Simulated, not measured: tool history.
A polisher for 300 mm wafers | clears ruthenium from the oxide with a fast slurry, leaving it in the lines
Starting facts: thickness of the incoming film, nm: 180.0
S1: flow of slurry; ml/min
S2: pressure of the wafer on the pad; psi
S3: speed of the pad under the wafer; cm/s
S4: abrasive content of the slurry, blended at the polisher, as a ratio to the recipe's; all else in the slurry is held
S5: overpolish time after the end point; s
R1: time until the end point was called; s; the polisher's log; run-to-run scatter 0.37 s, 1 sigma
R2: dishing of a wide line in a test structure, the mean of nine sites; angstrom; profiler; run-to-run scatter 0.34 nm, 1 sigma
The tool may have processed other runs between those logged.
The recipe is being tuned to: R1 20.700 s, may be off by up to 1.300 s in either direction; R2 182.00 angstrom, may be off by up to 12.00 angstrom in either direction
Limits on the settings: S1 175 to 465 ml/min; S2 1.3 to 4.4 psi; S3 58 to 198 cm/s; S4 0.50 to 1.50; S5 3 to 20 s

run	hour	S1	S2	S3	S4	S5	R1	R2
1	0.0	295	2.8	128	1.00	10	30.408	329.72
2	2.5	295	3.0	128	1.00	8	27.832	300.86
3	5.7	295	3.0	128	1.00	9	27.405	335.58
4	8.4	295	3.0	128	1.15	9	26.115	347.12
5	13.6	300	3.1	136	0.95	7	25.691	284.44
6	14.2	350	3.0	152	0.80	6	25.839	261.02
7	21.8	330	3.1	160	0.70	5	25.153	226.89
8	27.2	245	3.9	172	0.50	3	22.373	159.74
9	33.7	255	3.9	172	0.50	3	23.053	163.42
10	36.0	265	4.0	172	0.50	3	22.252	165.85
11	36.7	270	4.0	172	0.50	3	23.042	173.09

Below are 4 possible settings for the next run. Only one of them brings all results inside the allowed miss of their targets. Which is it?
A	37.4	225	4.0	172	0.50	3	?	?
B	37.4	245	3.8	172	0.50	4	?	?
C	37.4	340	3.9	160	0.55	4	?	?
D	37.4	300	3.6	172	0.70	3	?	?

move	R1	R2
A	23.762	169.86
B	24.791	208.01
C	23.990	213.57
D	21.528	184.50
A: the biggest miss grows against the last run
B: the biggest miss grows against the last run
C: the biggest miss grows against the last run
D: every result within its allowed miss
So the answer is move D, the one that meets all the targets.

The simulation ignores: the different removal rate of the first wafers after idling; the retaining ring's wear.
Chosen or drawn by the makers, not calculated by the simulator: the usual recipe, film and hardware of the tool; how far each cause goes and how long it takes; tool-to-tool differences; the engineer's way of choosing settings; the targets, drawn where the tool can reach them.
